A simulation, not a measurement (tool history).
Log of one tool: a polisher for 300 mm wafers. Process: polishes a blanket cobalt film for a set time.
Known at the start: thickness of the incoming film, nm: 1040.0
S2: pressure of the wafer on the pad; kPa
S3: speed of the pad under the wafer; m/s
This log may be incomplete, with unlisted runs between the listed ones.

run 1 day=0 | flow_of_slurry_(ml/min)=305 S2=12.4 S3=1.02 polishing_time_(s)=49 | film_removed_(angstrom)=1854.2
run 2 day=0.075 | flow_of_slurry_(ml/min)=330 S2=12.4 S3=1.02 polishing_time_(s)=49 | film_removed_(angstrom)=1864.4
run 3 day=0.125 | flow_of_slurry_(ml/min)=330 S2=11.7 S3=1.02 polishing_time_(s)=49 | film_removed_(angstrom)=1766.7
run 4 day=0.154 | flow_of_slurry_(ml/min)=365 S2=11.7 S3=1.02 polishing_time_(s)=49 | film_removed_(angstrom)=1756.1
run 5 day=0.492 | flow_of_slurry_(ml/min)=365 S2=11.7 S3=1.02 polishing_time_(s)=49 | film_removed_(angstrom)=1759.8
run 6 day=0.729 | flow_of_slurry_(ml/min)=365 S2=11 S3=1.02 polishing_time_(s)=49 | film_removed_(angstrom)=1679.1
run 7 day=1.096 | flow_of_slurry_(ml/min)=365 S2=11 S3=1.02 polishing_time_(s)=49 | film_removed_(angstrom)=1713.2
run 8 day=1.242 | flow_of_slurry_(ml/min)=365 S2=10.3 S3=1.02 polishing_time_(s)=49 | film_removed_(angstrom)=1617

Expected results for the next run?
run 9 day=1.612 | flow_of_slurry_(ml/min)=365 S2=9.7 S3=1.02 polishing_time_(s)=49 | film_removed_(angstrom)=?

{"run 9": {"film removed (angstrom)": 1486.1}}
